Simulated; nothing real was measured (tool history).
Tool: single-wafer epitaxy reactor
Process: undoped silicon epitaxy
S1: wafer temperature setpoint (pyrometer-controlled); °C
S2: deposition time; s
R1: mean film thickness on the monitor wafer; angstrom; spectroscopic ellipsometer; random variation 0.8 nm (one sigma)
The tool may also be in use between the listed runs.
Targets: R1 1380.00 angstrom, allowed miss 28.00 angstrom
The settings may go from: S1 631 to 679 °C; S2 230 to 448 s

run  hour   S1   S2       R1
  1   0.0  655  339   611.86
  2   6.9  660  339   693.50
  3  14.1  652  339   568.49
  4  17.6  652  386   650.13
  5  23.7  661  400   834.02
  6  28.4  667  410   973.59
  7  30.0  671  420  1111.80
  8  37.4  674  424  1199.30
  9  45.5  676  427  1254.10
 10  48.9  677  430  1287.90
 11  50.4  678  433  1345.60

5 next moves are on the table. One of them brings every result within its allowed miss. Which?
  A  51.9  676  438   ?
  B  51.9  676  444   ?
  C  51.9  677  434   ?
  D  51.9  679  442   ?
  E  51.9  675  439   ?

move       R1
   A  1293.10
   B  1310.80
   C  1310.50
   D  1396.00
   E  1267.10
A: further off than the last run
B: further off than the last run
C: further off than the last run
D: meets every target
E: further off than the last run
Answer: D
